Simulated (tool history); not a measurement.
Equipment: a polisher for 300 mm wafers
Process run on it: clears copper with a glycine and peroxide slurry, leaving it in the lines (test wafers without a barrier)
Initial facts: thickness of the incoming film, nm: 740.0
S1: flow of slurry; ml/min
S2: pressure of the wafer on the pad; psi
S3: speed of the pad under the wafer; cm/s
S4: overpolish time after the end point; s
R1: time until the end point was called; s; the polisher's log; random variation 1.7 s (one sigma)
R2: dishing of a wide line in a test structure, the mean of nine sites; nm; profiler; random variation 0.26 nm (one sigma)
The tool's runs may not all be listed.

| run | hour | S1 | S2 | S3 | S4 | R1 | R2 |
|---|---|---|---|---|---|---|---|
| 1 | 0 | 145 | 2.2 | 122 | 9 | 112.67 | 38.286 |
| 2 | 1.5 | 145 | 2.7 | 122 | 9 | 97.592 | 45.441 |
| 3 | 10.1 | 145 | 2.7 | 122 | 10 | 96.469 | 47.769 |
| 4 | 13 | 145 | 3 | 122 | 10 | 88.908 | 49.84 |
| 5 | 20.8 | 145 | 2.9 | 114 | 9 | 98.006 | 44.48 |
| 6 | 28.8 | 135 | 2.7 | 116 | 8 | 101.33 | 38.17 |
| 7 | 32.6 | 135 | 2.7 | 116 | 8 | 101.68 | 37.041 |
| 8 | 36.3 | 130 | 2.5 | 114 | 7 | 111.08 | 31.111 |
| 9 | 41.5 | 130 | 2.3 | 114 | 7 | 115.65 | 30.549 |
| 10 | 49.3 | 130 | 2.2 | 112 | 7 | 121.25 | 28.196 |

What does the tool deliver on the next run?
| 11 | 52.2 | 130 | 2.1 | 112 | 7 | ? | ? |

R1: 125.21 s
R2: 26.928 nm

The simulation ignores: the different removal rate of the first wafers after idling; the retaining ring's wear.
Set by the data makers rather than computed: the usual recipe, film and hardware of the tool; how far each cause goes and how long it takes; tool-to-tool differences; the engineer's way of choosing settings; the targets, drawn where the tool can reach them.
